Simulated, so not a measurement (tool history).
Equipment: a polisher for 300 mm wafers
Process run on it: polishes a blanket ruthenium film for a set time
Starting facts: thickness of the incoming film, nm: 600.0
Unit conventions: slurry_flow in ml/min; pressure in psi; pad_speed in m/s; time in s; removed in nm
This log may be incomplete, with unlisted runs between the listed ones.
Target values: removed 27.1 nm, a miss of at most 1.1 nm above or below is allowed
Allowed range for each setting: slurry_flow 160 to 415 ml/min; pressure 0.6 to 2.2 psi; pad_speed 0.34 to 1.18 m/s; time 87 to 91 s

run 1 hour=0 | slurry_flow=265 pressure=1.4 pad_speed=0.76 time=87 | removed=47.128
run 2 hour=8.5 | slurry_flow=265 pressure=1.4 pad_speed=0.76 time=87 | removed=47.709
run 3 hour=12.9 | slurry_flow=265 pressure=1.3 pad_speed=0.76 time=87 | removed=43.052
run 4 hour=18.8 | slurry_flow=265 pressure=1.2 pad_speed=0.76 time=87 | removed=42.004
run 5 hour=25.8 | slurry_flow=265 pressure=1.1 pad_speed=0.74 time=87 | removed=38.298
run 6 hour=26.6 | slurry_flow=265 pressure=1 pad_speed=0.74 time=87 | removed=35.409
run 7 hour=31.8 | slurry_flow=265 pressure=0.9 pad_speed=0.74 time=87 | removed=32.471
run 8 hour=34.9 | slurry_flow=265 pressure=0.8 pad_speed=0.74 time=87 | removed=30.811
run 9 hour=39.5 | slurry_flow=265 pressure=0.8 pad_speed=0.74 time=87 | removed=30.579

4 next moves are on the table. One of them brings every result within its allowed miss. Which?
run A hour=44.1 | slurry_flow=270 pressure=0.8 pad_speed=0.6 time=87 | removed=?
run B hour=44.1 | slurry_flow=225 pressure=0.8 pad_speed=0.68 time=87 | removed=?
run C hour=44.1 | slurry_flow=275 pressure=0.6 pad_speed=0.7 time=87 | removed=?
run D hour=44.1 | slurry_flow=255 pressure=0.9 pad_speed=0.54 time=90 | removed=?

move=A removed=24.748
move=B removed=27.318
move=C removed=24.023
move=D removed=24.888
A: takes the biggest miss from the last run beyond its target
B: all results in spec
C: takes the biggest miss from the last run beyond its target
D: takes the biggest miss from the last run beyond its target
The right move is B.
